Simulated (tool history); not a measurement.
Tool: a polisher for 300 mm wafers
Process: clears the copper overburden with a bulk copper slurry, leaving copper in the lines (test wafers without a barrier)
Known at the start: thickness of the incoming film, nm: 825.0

run	hour	flow of slurry (ml/min)	pressure of the wafer on the pad (kPa)	speed of the pad under the wafer (m/s)	abrasive content of the slurry	overpolish time after the end point (s)	time until the end point was called (s)	dishing of a wide line in a test structure (nm)
1	0.0	170	16.5	1.04	1.00	14	95.303	78.863
2	3.4	170	16.5	1.04	1.00	19	93.113	97.666
3	4.3	170	13.8	1.04	1.00	19	112.040	81.865
4	11.3	170	13.8	1.04	0.90	19	113.720	81.108
5	16.5	170	15.2	1.04	0.90	19	107.920	88.795
6	18.7	175	13.8	1.20	1.05	15	98.730	76.621
7	24.0	200	13.1	1.32	1.20	12	89.206	70.949
8	29.9	220	12.4	1.40	1.30	10	87.865	63.695
9	31.0	235	12.4	1.46	1.35	8	82.667	55.012
10	36.1	245	13.1	1.48	1.35	7	76.313	53.475
11	43.9	245	13.8	1.48	1.35	6	73.232	48.659
12	49.9	245	14.5	1.48	1.35	6	68.719	50.884
13	51.6	245	15.9	1.50	1.35	4	62.145	39.004
14	58.4	250	13.8	1.60	1.40	6	66.478	51.582
15	67.2	250	14.5	1.58	1.40	6	64.215	54.470
16	68.6	250	14.5	1.56	1.40	6	65.913	54.423

The next listed run, before its measurement:
17	75.0	255	13.8	1.62	1.50	4	?	?

time until the end point was called (s): 64.846
dishing of a wide line in a test structure (nm): 39.292

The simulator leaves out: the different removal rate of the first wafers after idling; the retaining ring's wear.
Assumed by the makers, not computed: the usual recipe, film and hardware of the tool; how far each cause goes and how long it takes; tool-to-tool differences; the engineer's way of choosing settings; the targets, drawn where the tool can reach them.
